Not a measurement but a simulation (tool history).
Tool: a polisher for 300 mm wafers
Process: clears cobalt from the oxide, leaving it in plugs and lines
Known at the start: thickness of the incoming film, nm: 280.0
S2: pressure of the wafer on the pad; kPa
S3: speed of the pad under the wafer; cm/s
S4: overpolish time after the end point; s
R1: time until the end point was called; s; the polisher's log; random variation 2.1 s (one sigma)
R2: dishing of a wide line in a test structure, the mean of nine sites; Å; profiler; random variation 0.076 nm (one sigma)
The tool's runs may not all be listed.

{"run": 1, "hour": 0.0, "flow of slurry (ml/min)": 250, "S2": 11.0, "S3": 88, "S4": 14, "R1": 91.041, "R2": 293.44}
{"run": 2, "hour": 7.7, "flow of slurry (ml/min)": 250, "S2": 8.3, "S3": 88, "S4": 14, "R1": 113.26, "R2": 247.58}
{"run": 3, "hour": 14.4, "flow of slurry (ml/min)": 305, "S2": 8.3, "S3": 88, "S4": 14, "R1": 109.73, "R2": 253.5}
{"run": 4, "hour": 20.9, "flow of slurry (ml/min)": 305, "S2": 9.7, "S3": 88, "S4": 14, "R1": 96.497, "R2": 275.67}
{"run": 5, "hour": 25.7, "flow of slurry (ml/min)": 330, "S2": 8.3, "S3": 78, "S4": 11, "R1": 119.89, "R2": 196.49}
{"run": 6, "hour": 34.6, "flow of slurry (ml/min)": 345, "S2": 8.3, "S3": 68, "S4": 9, "R1": 129.87, "R2": 153.87}
{"run": 7, "hour": 39.9, "flow of slurry (ml/min)": 360, "S2": 8.3, "S3": 60, "S4": 8, "R1": 143.32, "R2": 127.52}
{"run": 8, "hour": 48.1, "flow of slurry (ml/min)": 395, "S2": 9.0, "S3": 40, "S4": 4, "R1": 185.1, "R2": 54.606}
{"run": 9, "hour": 55.0, "flow of slurry (ml/min)": 370, "S2": 9.7, "S3": 40, "S4": 4, "R1": 175.84, "R2": 56.891}

Forecast run 10:
{"run": 10, "hour": 62.2, "flow of slurry (ml/min)": 370, "S2": 10.3, "S3": 42, "S4": 4, "R1": "?", "R2": "?"}

{"run 10": {"R1": 162.5, "R2": 61.689}}
